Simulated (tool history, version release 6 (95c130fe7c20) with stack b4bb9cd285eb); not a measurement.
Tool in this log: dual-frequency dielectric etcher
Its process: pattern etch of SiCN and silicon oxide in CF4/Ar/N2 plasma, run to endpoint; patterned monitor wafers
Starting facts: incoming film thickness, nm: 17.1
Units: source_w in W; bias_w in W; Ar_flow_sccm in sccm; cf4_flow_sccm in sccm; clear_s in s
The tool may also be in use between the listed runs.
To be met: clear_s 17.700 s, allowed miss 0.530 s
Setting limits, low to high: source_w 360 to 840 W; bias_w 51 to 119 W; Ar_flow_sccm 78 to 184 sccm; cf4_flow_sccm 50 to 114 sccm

Run 1, day 0.000: source_w 600 W, bias_w 85 W, Ar_flow_sccm 131 sccm, cf4_flow_sccm 82 sccm. Result: clear_s 13.829 s.
Run 2, day 0.083: source_w 700 W, bias_w 85 W, Ar_flow_sccm 131 sccm, cf4_flow_sccm 82 sccm. Result: clear_s 11.604 s.
Run 3, day 0.458: source_w 790 W, bias_w 85 W, Ar_flow_sccm 131 sccm, cf4_flow_sccm 82 sccm. Result: clear_s 10.222 s.
Run 4, day 0.629: source_w 790 W, bias_w 85 W, Ar_flow_sccm 114 sccm, cf4_flow_sccm 82 sccm. Result: clear_s 10.349 s.
Run 5, day 0.854: source_w 710 W, bias_w 83 W, Ar_flow_sccm 113 sccm, cf4_flow_sccm 82 sccm. Result: clear_s 11.296 s.
Run 6, day 1.042: source_w 640 W, bias_w 83 W, Ar_flow_sccm 113 sccm, cf4_flow_sccm 82 sccm. Result: clear_s 12.726 s.
Run 7, day 1.117: source_w 590 W, bias_w 82 W, Ar_flow_sccm 114 sccm, cf4_flow_sccm 82 sccm. Result: clear_s 14.044 s.
Run 8, day 1.204: source_w 560 W, bias_w 81 W, Ar_flow_sccm 114 sccm, cf4_flow_sccm 82 sccm. Result: clear_s 14.961 s.
Run 9, day 1.279: source_w 450 W, bias_w 79 W, Ar_flow_sccm 115 sccm, cf4_flow_sccm 82 sccm. Result: clear_s 18.841 s.
Run 10, day 1.496: source_w 460 W, bias_w 79 W, Ar_flow_sccm 115 sccm, cf4_flow_sccm 82 sccm. Result: clear_s 18.598 s.

Of the 4 settings listed for the next run, only one would bring every result within its allowed miss of target. Which one?
Run A, day 1.712: source_w 510 W, bias_w 79 W, Ar_flow_sccm 103 sccm, cf4_flow_sccm 92 sccm. Result: clear_s ?.
Run B, day 1.712: source_w 450 W, bias_w 99 W, Ar_flow_sccm 147 sccm, cf4_flow_sccm 79 sccm. Result: clear_s ?.
Run C, day 1.712: source_w 520 W, bias_w 73 W, Ar_flow_sccm 107 sccm, cf4_flow_sccm 81 sccm. Result: clear_s ?.
Run D, day 1.712: source_w 490 W, bias_w 86 W, Ar_flow_sccm 115 sccm, cf4_flow_sccm 87 sccm. Result: clear_s ?.

move  clear_s
   A   16.097
   B   17.819
   C   16.570
   D   16.561
A: carries the result that was furthest off beyond its target, to the other side
B: every result lands within tolerance
C: carries the result that was furthest off beyond its target, to the other side
D: carries the result that was furthest off beyond its target, to the other side
Go with B: it meets all targets.
